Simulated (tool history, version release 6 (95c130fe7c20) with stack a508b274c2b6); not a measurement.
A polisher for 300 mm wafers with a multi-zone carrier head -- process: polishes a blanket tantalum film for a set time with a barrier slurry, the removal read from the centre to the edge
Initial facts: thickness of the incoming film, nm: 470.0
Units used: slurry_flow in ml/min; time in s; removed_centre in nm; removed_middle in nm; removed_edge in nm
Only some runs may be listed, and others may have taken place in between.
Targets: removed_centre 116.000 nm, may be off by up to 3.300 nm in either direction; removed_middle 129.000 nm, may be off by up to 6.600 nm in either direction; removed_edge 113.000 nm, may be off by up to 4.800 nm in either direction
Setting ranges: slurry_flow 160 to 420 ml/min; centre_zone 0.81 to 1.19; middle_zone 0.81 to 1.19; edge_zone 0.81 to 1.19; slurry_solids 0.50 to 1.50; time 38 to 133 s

run 1 hour=0.0 | slurry_flow=270 centre_zone=1.00 middle_zone=1.00 edge_zone=1.00 slurry_solids=1.00 time=85 | removed_centre=86.985 removed_middle=88.141 removed_edge=86.455
run 2 hour=7.7 | slurry_flow=270 centre_zone=1.00 middle_zone=1.00 edge_zone=0.95 slurry_solids=1.00 time=85 | removed_centre=87.258 removed_middle=87.199 removed_edge=87.464
run 3 hour=10.6 | slurry_flow=270 centre_zone=1.00 middle_zone=1.00 edge_zone=0.98 slurry_solids=1.00 time=85 | removed_centre=88.662 removed_middle=86.010 removed_edge=87.947
run 4 hour=11.2 | slurry_flow=270 centre_zone=1.00 middle_zone=1.02 edge_zone=0.98 slurry_solids=1.05 time=86 | removed_centre=88.236 removed_middle=90.144 removed_edge=91.461
run 5 hour=13.4 | slurry_flow=280 centre_zone=1.01 middle_zone=1.04 edge_zone=0.98 slurry_solids=1.05 time=88 | removed_centre=92.346 removed_middle=94.023 removed_edge=92.895
run 6 hour=20.6 | slurry_flow=280 centre_zone=1.01 middle_zone=1.04 edge_zone=0.98 slurry_solids=0.85 time=88 | removed_centre=89.838 removed_middle=90.791 removed_edge=88.023
run 7 hour=22.3 | slurry_flow=285 centre_zone=1.02 middle_zone=1.06 edge_zone=0.98 slurry_solids=0.90 time=89 | removed_centre=92.068 removed_middle=93.729 removed_edge=89.458
run 8 hour=31.3 | slurry_flow=290 centre_zone=1.02 middle_zone=1.07 edge_zone=0.98 slurry_solids=0.95 time=90 | removed_centre=95.418 removed_middle=96.895 removed_edge=91.314
run 9 hour=38.5 | slurry_flow=290 centre_zone=1.02 middle_zone=1.08 edge_zone=0.98 slurry_solids=1.00 time=91 | removed_centre=97.331 removed_middle=99.410 removed_edge=94.123
run 10 hour=41.2 | slurry_flow=295 centre_zone=1.02 middle_zone=1.09 edge_zone=0.98 slurry_solids=1.05 time=92 | removed_centre=99.092 removed_middle=105.140 removed_edge=96.459
run 11 hour=48.0 | slurry_flow=295 centre_zone=1.02 middle_zone=1.09 edge_zone=0.98 slurry_solids=1.10 time=92 | removed_centre=99.141 removed_middle=103.790 removed_edge=98.569
run 12 hour=53.4 | slurry_flow=300 centre_zone=1.02 middle_zone=1.10 edge_zone=0.98 slurry_solids=1.10 time=93 | removed_centre=100.500 removed_middle=106.160 removed_edge=99.453
run 13 hour=55.1 | slurry_flow=300 centre_zone=1.02 middle_zone=1.10 edge_zone=0.98 slurry_solids=1.10 time=93 | removed_centre=100.340 removed_middle=106.460 removed_edge=99.117
run 14 hour=56.3 | slurry_flow=330 centre_zone=1.06 middle_zone=1.19 edge_zone=1.03 slurry_solids=1.35 time=95 | removed_centre=113.020 removed_middle=127.080 removed_edge=106.060

5 next moves are on the table. One of them brings every result within its allowed miss. Which?
run A hour=57.5 | slurry_flow=220 centre_zone=1.16 middle_zone=1.19 edge_zone=0.95 slurry_solids=1.25 time=94 | removed_centre=? removed_middle=? removed_edge=?
run B hour=57.5 | slurry_flow=390 centre_zone=0.94 middle_zone=1.11 edge_zone=0.91 slurry_solids=1.30 time=102 | removed_centre=? removed_middle=? removed_edge=?
run C hour=57.5 | slurry_flow=340 centre_zone=1.05 middle_zone=1.19 edge_zone=1.05 slurry_solids=1.30 time=100 | removed_centre=? removed_middle=? removed_edge=?
run D hour=57.5 | slurry_flow=375 centre_zone=0.99 middle_zone=1.16 edge_zone=1.10 slurry_solids=1.30 time=98 | removed_centre=? removed_middle=? removed_edge=?
run E hour=57.5 | slurry_flow=290 centre_zone=1.07 middle_zone=1.11 edge_zone=1.04 slurry_solids=1.40 time=96 | removed_centre=? removed_middle=? removed_edge=?

move=A removed_centre=115.500 removed_middle=115.570 removed_edge=98.215
move=B removed_centre=106.870 removed_middle=124.170 removed_edge=109.230
move=C removed_centre=116.050 removed_middle=128.010 removed_edge=112.020
move=D removed_centre=107.930 removed_middle=123.540 removed_edge=112.410
move=E removed_centre=113.710 removed_middle=116.090 removed_edge=107.880
A: the biggest miss grows against the last run
B: the furthest-off result lands on target, but another misses its tolerance
C: all results land within tolerance of their targets
D: the furthest-off result lands on target, but another misses its tolerance
E: the biggest miss grows against the last run
Answer: C
